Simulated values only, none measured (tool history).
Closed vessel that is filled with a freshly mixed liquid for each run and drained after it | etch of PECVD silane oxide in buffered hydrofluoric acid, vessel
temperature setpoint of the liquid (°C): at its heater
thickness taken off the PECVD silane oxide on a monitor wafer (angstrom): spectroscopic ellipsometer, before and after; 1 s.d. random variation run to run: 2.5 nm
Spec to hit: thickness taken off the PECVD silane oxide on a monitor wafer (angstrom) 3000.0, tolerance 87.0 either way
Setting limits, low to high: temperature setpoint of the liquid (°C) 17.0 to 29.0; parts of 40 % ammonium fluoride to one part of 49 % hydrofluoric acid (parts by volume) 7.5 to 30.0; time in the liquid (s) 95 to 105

run    day  temperature setpoint of the liquid (°C)  parts of 40 % ammonium fluoride to one part of 49 % hydrofluoric acid (parts by volume)  time in the liquid (s)  thickness taken off the PECVD silane oxide on a monitor wafer (angstrom)
  1  0.000                                     21.0                                                                                     20.5                      95                                                                    1379.0
  2  0.133                                     23.0                                                                                     20.5                      95                                                                    1532.6
  3  0.421                                     24.5                                                                                     18.0                      95                                                                    1890.8
  4  0.512                                     25.5                                                                                     17.0                      95                                                                    2126.1
  5  0.608                                     26.5                                                                                     16.0                      95                                                                    2373.8
  6  0.671                                     27.0                                                                                     15.5                      95                                                                    2473.1
  7  0.738                                     27.5                                                                                     15.0                      95                                                                    2634.2
  8  0.825                                     27.5                                                                                     15.0                      95                                                                    2702.3

Which of these 4 next moves meets every target?
  A  0.912                                     29.0                                                                                     16.0                     105                                                                         ?
  B  0.912                                     29.0                                                                                     16.5                     100                                                                         ?
  C  0.912                                     28.0                                                                                     15.5                     100                                                                         ?
  D  0.912                                     28.0                                                                                     14.5                      95                                                                         ?

move  thickness taken off the PECVD silane oxide on a monitor wafer (angstrom)
   A                                                                    3031.1
   B                                                                    2800.9
   C                                                                    2824.1
   D                                                                    2864.3
A: every result lands within tolerance
B: nearer than the last run, and not there yet
C: nearer than the last run, and not there yet
D: nearer than the last run, and not there yet
The right move is A.

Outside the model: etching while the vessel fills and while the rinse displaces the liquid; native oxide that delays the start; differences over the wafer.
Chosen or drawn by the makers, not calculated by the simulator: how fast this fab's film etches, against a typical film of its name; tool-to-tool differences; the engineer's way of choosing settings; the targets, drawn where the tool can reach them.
